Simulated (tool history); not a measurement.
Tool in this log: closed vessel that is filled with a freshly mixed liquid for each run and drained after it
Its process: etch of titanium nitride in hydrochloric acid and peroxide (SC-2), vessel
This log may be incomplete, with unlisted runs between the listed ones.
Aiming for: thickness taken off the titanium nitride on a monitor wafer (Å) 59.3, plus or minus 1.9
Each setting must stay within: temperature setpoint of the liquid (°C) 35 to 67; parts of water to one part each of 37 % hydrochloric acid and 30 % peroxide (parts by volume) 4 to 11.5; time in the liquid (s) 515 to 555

run  hour  temperature setpoint of the liquid (°C)  parts of water to one part each of 37 % hydrochloric acid and 30 % peroxide (parts by volume)  time in the liquid (s)  thickness taken off the titanium nitride on a monitor wafer (Å)
  1     0                                       51                                                                                            6.5                     515                                                           173.75
  2   2.7                                       51                                                                                            6.5                     555                                                           184.89
  3   9.7                                     45.5                                                                                            6.5                     555                                                           128.43
  4  15.3                                       41                                                                                            6.5                     555                                                           94.781
  5  17.7                                     39.5                                                                                            6.5                     555                                                           85.389
  6  20.8                                     39.5                                                                                            4.5                     555                                                           110.04
  7  24.5                                     38.5                                                                                              5                     555                                                           93.628
  8  30.8                                     37.5                                                                                            5.5                     555                                                           83.814
  9  36.7                                       37                                                                                              6                     555                                                           75.646
     43.6  -- thermometer replaced
 10  43.6                                     36.5                                                                                              6                     555                                                           67.141
 11  49.2                                       36                                                                                              6                     555                                                           63.475
 12  57.1                                     35.5                                                                                              6                     555                                                           62.219
 13  58.1                                     35.5                                                                                              6                     555                                                           61.921

5 candidate next runs follow, results not yet known. Just one meets every target within its allowed miss. Identify it.
  A  59.1                                     37.5                                                                                            6.5                     550                                                                ?
  B  59.1                                     37.5                                                                                            6.5                     530                                                                ?
  C  59.1                                     38.5                                                                                            7.5                     555                                                                ?
  D  59.1                                       38                                                                                            6.5                     515                                                                ?
  E  59.1                                       35                                                                                              6                     555                                                                ?

move  thickness taken off the titanium nitride on a monitor wafer (Å)
   A                                                           66.453
   B                                                           64.037
   C                                                           64.472
   D                                                           64.506
   E                                                           59.402
A: the biggest miss grows against the last run
B: the biggest miss grows against the last run
C: the biggest miss grows against the last run
D: the biggest miss grows against the last run
E: all results in spec
E meets every target.
